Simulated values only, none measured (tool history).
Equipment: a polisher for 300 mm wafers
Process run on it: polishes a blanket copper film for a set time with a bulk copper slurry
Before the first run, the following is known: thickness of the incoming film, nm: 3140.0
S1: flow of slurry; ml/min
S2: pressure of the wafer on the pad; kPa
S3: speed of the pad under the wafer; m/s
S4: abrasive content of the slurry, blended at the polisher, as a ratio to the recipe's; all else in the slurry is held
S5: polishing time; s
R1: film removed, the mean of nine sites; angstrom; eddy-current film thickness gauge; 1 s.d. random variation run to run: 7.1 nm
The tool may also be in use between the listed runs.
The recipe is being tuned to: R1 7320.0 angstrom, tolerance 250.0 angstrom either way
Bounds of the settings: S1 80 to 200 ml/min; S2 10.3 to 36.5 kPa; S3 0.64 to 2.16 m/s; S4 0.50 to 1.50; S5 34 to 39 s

Run 1, hour 0.0: S1 130 ml/min, S2 23.4 kPa, S3 1.40 m/s, S4 1.00, S5 39 s. Result: R1 4951.6 angstrom.
Run 2, hour 7.9: S1 130 ml/min, S2 23.4 kPa, S3 1.40 m/s, S4 1.00, S5 39 s. Result: R1 4949.2 angstrom.
Run 3, hour 11.5: S1 135 ml/min, S2 24.1 kPa, S3 1.40 m/s, S4 1.00, S5 39 s. Result: R1 5169.0 angstrom.
Run 4, hour 13.1: S1 140 ml/min, S2 24.8 kPa, S3 1.40 m/s, S4 1.00, S5 39 s. Result: R1 5346.2 angstrom.
At hour 20.1: slurry nozzle cleaned.
Run 5, hour 20.1: S1 140 ml/min, S2 24.8 kPa, S3 1.40 m/s, S4 1.00, S5 39 s. Result: R1 5529.3 angstrom.
Run 6, hour 25.9: S1 145 ml/min, S2 24.8 kPa, S3 1.40 m/s, S4 1.00, S5 39 s. Result: R1 5550.7 angstrom.
Run 7, hour 32.6: S1 150 ml/min, S2 25.5 kPa, S3 1.40 m/s, S4 1.00, S5 39 s. Result: R1 5673.0 angstrom.
Run 8, hour 34.7: S1 150 ml/min, S2 25.5 kPa, S3 1.40 m/s, S4 1.00, S5 39 s. Result: R1 5771.8 angstrom.
Run 9, hour 40.8: S1 155 ml/min, S2 26.2 kPa, S3 1.40 m/s, S4 1.00, S5 39 s. Result: R1 6020.5 angstrom.
Run 10, hour 48.3: S1 160 ml/min, S2 26.2 kPa, S3 1.40 m/s, S4 1.00, S5 39 s. Result: R1 5969.2 angstrom.
Run 11, hour 49.8: S1 160 ml/min, S2 26.9 kPa, S3 1.40 m/s, S4 1.00, S5 39 s. Result: R1 6008.7 angstrom.

5 candidate next runs follow, results not yet known. Just one meets every target within its allowed miss. Identify it.
Run A, hour 51.3: S1 160 ml/min, S2 29.0 kPa, S3 1.60 m/s, S4 1.05, S5 38 s. Result: R1 ?.
Run B, hour 51.3: S1 160 ml/min, S2 24.8 kPa, S3 1.20 m/s, S4 1.05, S5 34 s. Result: R1 ?.
Run C, hour 51.3: S1 155 ml/min, S2 24.8 kPa, S3 1.28 m/s, S4 1.05, S5 34 s. Result: R1 ?.
Run D, hour 51.3: S1 160 ml/min, S2 31.0 kPa, S3 1.66 m/s, S4 1.05, S5 39 s. Result: R1 ?.
Run E, hour 51.3: S1 180 ml/min, S2 24.8 kPa, S3 1.30 m/s, S4 0.85, S5 37 s. Result: R1 ?.

move      R1
   A  7353.9
   B  4435.8
   C  4657.3
   D  8335.7
   E  4901.9
A: each result inside its tolerance
B: misses by more than the last run did
C: misses by more than the last run did
D: takes the result that was furthest off past its target
E: misses by more than the last run did
Move A is the one to make.
